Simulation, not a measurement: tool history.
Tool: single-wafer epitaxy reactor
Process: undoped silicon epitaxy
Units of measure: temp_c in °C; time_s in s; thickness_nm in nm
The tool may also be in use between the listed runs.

Run 1, hour 0: temp_c 645 °C, time_s 592 s. Result: thickness_nm 88.108 nm.
Run 2, hour 7.7: temp_c 648 °C, time_s 593 s. Result: thickness_nm 95.678 nm.
Run 3, hour 13.1: temp_c 648 °C, time_s 551 s. Result: thickness_nm 88.975 nm.
Run 4, hour 16.5: temp_c 651 °C, time_s 554 s. Result: thickness_nm 96.528 nm.
Run 5, hour 21.5: temp_c 651 °C, time_s 489 s. Result: thickness_nm 85.696 nm.
Run 6, hour 24.1: temp_c 641 °C, time_s 489 s. Result: thickness_nm 66.273 nm.

For run 7, what comes out?
Run 7, hour 32.7: temp_c 645 °C, time_s 497 s. Result: thickness_nm ?.

Run 7 measured thickness_nm 74.778 nm.
